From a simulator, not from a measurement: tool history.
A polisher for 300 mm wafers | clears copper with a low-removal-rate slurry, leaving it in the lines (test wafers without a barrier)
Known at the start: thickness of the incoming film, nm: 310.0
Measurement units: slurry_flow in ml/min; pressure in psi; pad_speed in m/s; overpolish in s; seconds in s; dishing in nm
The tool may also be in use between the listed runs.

run,hour,slurry_flow,pressure,pad_speed,slurry_solids,overpolish,seconds,dishing
1,0.0,210,2.0,1.26,1.0,12,129.43,21.163
2,8.7,160,2.0,1.26,1.0,12,134.03,20.148
3,16.9,160,2.1,1.26,1.0,12,130.67,21.329
4,23.1,160,1.8,1.26,1.0,12,144.95,18.652
5,29.6,160,1.9,1.26,1.0,12,140.83,19.805
6,31.0,210,1.9,1.26,1.0,12,137.61,20.223
7,34.0,210,2.0,1.26,1.0,12,128.38,20.157

Run 8, settings as shown, results not yet in. Your forecast:
8,40.9,215,2.1,1.26,1.0,12,?,?

{"run 8": {"seconds": 123.05, "dishing": 21.547}}

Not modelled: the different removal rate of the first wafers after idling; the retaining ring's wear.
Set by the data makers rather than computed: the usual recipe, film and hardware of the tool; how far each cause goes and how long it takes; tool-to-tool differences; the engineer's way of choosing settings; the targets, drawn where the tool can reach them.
